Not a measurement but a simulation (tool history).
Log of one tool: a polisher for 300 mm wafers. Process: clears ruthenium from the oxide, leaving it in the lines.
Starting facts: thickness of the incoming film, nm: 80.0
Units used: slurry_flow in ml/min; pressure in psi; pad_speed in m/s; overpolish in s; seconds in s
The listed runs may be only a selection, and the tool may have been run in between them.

run,hour,slurry_flow,pressure,pad_speed,overpolish,seconds
1,0.0,285,2.0,0.90,30,93.178
2,2.3,320,2.0,0.90,30,93.461
3,9.9,320,2.0,1.04,30,80.531
4,17.4,320,1.8,0.94,30,99.364
5,18.0,320,1.6,0.86,30,117.270
6,23.3,320,1.6,0.74,30,134.320
7,25.4,320,1.5,0.68,30,155.100
8,31.0,320,1.4,0.64,30,175.000
9,32.0,320,1.3,0.62,30,189.710
10,34.5,315,1.2,0.60,30,213.930

Run 11, settings as shown, results not yet in. Your forecast:
11,41.6,315,1.2,0.60,30,?

{"run 11": {"seconds": 211.22}}
